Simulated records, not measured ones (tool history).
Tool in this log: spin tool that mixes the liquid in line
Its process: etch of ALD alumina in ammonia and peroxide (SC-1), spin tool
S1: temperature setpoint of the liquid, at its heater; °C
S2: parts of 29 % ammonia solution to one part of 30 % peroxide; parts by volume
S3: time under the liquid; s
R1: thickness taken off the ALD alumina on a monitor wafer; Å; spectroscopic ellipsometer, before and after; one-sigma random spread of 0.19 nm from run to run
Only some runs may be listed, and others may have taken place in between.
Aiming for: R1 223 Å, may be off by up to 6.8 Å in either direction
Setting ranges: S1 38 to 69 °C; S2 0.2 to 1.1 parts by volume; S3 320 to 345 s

run,day,S1,S2,S3,R1
1,0,53,0.6,320,144.79
2,0.196,55.5,0.6,320,166.56
3,0.283,57,0.6,320,178.67
4,0.396,58.5,0.6,320,195.8
5,0.708,59,0.6,320,199.5
6,1.004,59,0.6,320,201.32
7,1.117,59.5,0.6,320,204.04
# day 1.262: ammonia flow meter replaced
8,1.262,60,0.6,320,216.62

Of the 4 settings listed for the next run, only one would bring every result within its allowed miss of target. Which one?
A,1.408,62,0.35,340,?
B,1.408,60,0.6,335,?
C,1.408,59.5,0.75,320,?
D,1.408,60.5,0.35,320,?

move,R1
A,237.64
B,222.48
C,211.54
D,207.21
A: the result that was furthest off in the last run now lies on the other side of its target
B: every result lands within tolerance
C: misses by more than the last run did
D: misses by more than the last run did
Go with B: it meets all targets.

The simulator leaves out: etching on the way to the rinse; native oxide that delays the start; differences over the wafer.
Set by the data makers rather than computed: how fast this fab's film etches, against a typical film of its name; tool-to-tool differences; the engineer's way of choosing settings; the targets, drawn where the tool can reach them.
